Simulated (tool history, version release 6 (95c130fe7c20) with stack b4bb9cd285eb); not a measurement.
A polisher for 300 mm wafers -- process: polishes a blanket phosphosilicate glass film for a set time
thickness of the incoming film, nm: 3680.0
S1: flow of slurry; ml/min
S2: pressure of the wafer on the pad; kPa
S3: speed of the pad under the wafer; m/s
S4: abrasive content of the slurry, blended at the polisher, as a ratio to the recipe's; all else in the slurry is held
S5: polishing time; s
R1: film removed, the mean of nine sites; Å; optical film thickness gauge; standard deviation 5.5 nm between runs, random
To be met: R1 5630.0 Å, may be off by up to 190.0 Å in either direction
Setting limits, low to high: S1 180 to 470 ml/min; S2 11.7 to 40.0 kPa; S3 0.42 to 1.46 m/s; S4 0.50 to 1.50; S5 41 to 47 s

run	day	S1	S2	S3	S4	S5	R1
1	0.000	300	25.5	0.94	1.00	47	4726.4
2	0.196	300	26.9	0.94	1.00	47	4895.1
3	0.379	275	26.9	0.94	1.00	47	4792.6
4	0.654	300	27.6	0.94	1.00	47	4933.2
5	0.792	300	27.6	0.94	1.10	47	5110.7
6	1.075	300	27.6	0.94	0.90	47	4689.5
7	1.312	300	29.0	0.94	0.90	47	4909.3
8	1.533	300	30.3	0.94	0.90	47	5047.7
9	1.629	300	31.0	0.94	0.90	47	5098.3
10	1.912	300	31.7	0.94	0.90	47	5225.2
11	2.146	300	32.4	0.94	0.90	47	5337.6
12	2.433	300	33.1	0.94	0.90	47	5372.0

Which of these 4 next moves meets every target?
A	2.721	320	37.9	0.90	0.75	45	?
B	2.721	300	36.5	0.92	0.75	46	?
C	2.721	400	31.0	1.02	0.95	43	?
D	2.721	285	34.5	1.06	1.10	41	?

move	R1
A	5222.2
B	5223.1
C	5178.2
D	5664.9
A: its largest miss is bigger than the last run's
B: its largest miss is bigger than the last run's
C: its largest miss is bigger than the last run's
D: in spec on every target
The move that meets every target is D.
